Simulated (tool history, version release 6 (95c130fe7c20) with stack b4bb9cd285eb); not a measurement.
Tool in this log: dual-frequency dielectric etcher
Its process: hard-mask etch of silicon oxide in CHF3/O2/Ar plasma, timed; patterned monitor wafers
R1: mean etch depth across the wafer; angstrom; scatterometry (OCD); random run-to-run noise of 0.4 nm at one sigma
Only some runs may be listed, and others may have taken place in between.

Run 1, hour 0.0: source power (W) 580, bias power (W) 172, etch time (s) 27.5. Result: R1 498.60 angstrom.
Run 2, hour 3.7: source power (W) 580, bias power (W) 148, etch time (s) 27.5. Result: R1 477.78 angstrom.
Run 3, hour 10.1: source power (W) 600, bias power (W) 152, etch time (s) 27.5. Result: R1 495.31 angstrom.
Run 4, hour 16.2: source power (W) 620, bias power (W) 153, etch time (s) 27.5. Result: R1 497.80 angstrom.
Run 5, hour 25.1: source power (W) 630, bias power (W) 156, etch time (s) 27.5. Result: R1 510.17 angstrom.
Run 6, hour 25.6: source power (W) 640, bias power (W) 157, etch time (s) 27.5. Result: R1 513.02 angstrom.

What will run 7 give?
Run 7, hour 30.4: source power (W) 650, bias power (W) 158, etch time (s) 27.5. Result: R1 ?.

Run 7 measured R1 514.25 angstrom.
